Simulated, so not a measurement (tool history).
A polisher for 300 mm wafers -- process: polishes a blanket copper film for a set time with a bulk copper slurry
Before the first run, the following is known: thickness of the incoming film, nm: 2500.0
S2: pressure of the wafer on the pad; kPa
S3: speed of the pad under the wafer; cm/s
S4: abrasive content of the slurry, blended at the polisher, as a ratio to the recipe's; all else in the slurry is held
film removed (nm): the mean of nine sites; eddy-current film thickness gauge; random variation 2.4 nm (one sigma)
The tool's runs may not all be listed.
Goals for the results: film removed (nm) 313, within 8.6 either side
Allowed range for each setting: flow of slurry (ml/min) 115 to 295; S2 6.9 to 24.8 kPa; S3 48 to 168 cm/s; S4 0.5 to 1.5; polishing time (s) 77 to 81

{"run": 1, "day": 0.0, "flow of slurry (ml/min)": 190, "S2": 15.9, "S3": 108, "S4": 1, "polishing time (s)": 77, "film removed (nm)": 706.06}
{"run": 2, "day": 0.204, "flow of slurry (ml/min)": 190, "S2": 15.9, "S3": 108, "S4": 1.2, "polishing time (s)": 77, "film removed (nm)": 737.52}
{"run": 3, "day": 0.508, "flow of slurry (ml/min)": 190, "S2": 15.9, "S3": 88, "S4": 1.2, "polishing time (s)": 77, "film removed (nm)": 599.75}
{"run": 4, "day": 0.879, "flow of slurry (ml/min)": 190, "S2": 19.3, "S3": 88, "S4": 1.2, "polishing time (s)": 77, "film removed (nm)": 727.82}
{"run": 5, "day": 1.208, "flow of slurry (ml/min)": 185, "S2": 15.2, "S3": 84, "S4": 1.2, "polishing time (s)": 77, "film removed (nm)": 552.62}
{"run": 6, "day": 1.571, "flow of slurry (ml/min)": 180, "S2": 12.4, "S3": 82, "S4": 1.2, "polishing time (s)": 77, "film removed (nm)": 437.94}
{"run": 7, "day": 1.917, "flow of slurry (ml/min)": 170, "S2": 11, "S3": 82, "S4": 1.2, "polishing time (s)": 77, "film removed (nm)": 395.09}
{"run": 8, "day": 2.075, "flow of slurry (ml/min)": 160, "S2": 10.3, "S3": 82, "S4": 1.2, "polishing time (s)": 77, "film removed (nm)": 359.15}
{"run": 9, "day": 2.296, "flow of slurry (ml/min)": 145, "S2": 10.3, "S3": 82, "S4": 1.2, "polishing time (s)": 77, "film removed (nm)": 353.49}
{"run": 10, "day": 2.417, "flow of slurry (ml/min)": 135, "S2": 9.7, "S3": 82, "S4": 1.2, "polishing time (s)": 77, "film removed (nm)": 329.35}
{"run": 11, "day": 2.7, "flow of slurry (ml/min)": 130, "S2": 9.7, "S3": 82, "S4": 1.2, "polishing time (s)": 77, "film removed (nm)": 331.24}
{"run": 12, "day": 2.912, "flow of slurry (ml/min)": 125, "S2": 9.7, "S3": 82, "S4": 1.2, "polishing time (s)": 77, "film removed (nm)": 325.3}

4 candidate next runs follow, results not yet known. Just one meets every target within its allowed miss. Identify it.
{"run": "A", "day": 3.125, "flow of slurry (ml/min)": 135, "S2": 8.3, "S3": 80, "S4": 1.35, "polishing time (s)": 80, "film removed (nm)": "?"}
{"run": "B", "day": 3.125, "flow of slurry (ml/min)": 120, "S2": 10.3, "S3": 68, "S4": 1.5, "polishing time (s)": 81, "film removed (nm)": "?"}
{"run": "C", "day": 3.125, "flow of slurry (ml/min)": 160, "S2": 7.6, "S3": 96, "S4": 1.4, "polishing time (s)": 79, "film removed (nm)": "?"}
{"run": "D", "day": 3.125, "flow of slurry (ml/min)": 150, "S2": 7.6, "S3": 90, "S4": 1.1, "polishing time (s)": 78, "film removed (nm)": "?"}

move=A film_removed_(nm)=299.17
move=B film_removed_(nm)=319.16
move=C film_removed_(nm)=338.67
move=D film_removed_(nm)=293.77
A: moves the result that the last run missed by most past its target, out the other side
B: every result lands within tolerance
C: further off than the last run
D: moves the result that the last run missed by most past its target, out the other side
The move that meets every target is B.

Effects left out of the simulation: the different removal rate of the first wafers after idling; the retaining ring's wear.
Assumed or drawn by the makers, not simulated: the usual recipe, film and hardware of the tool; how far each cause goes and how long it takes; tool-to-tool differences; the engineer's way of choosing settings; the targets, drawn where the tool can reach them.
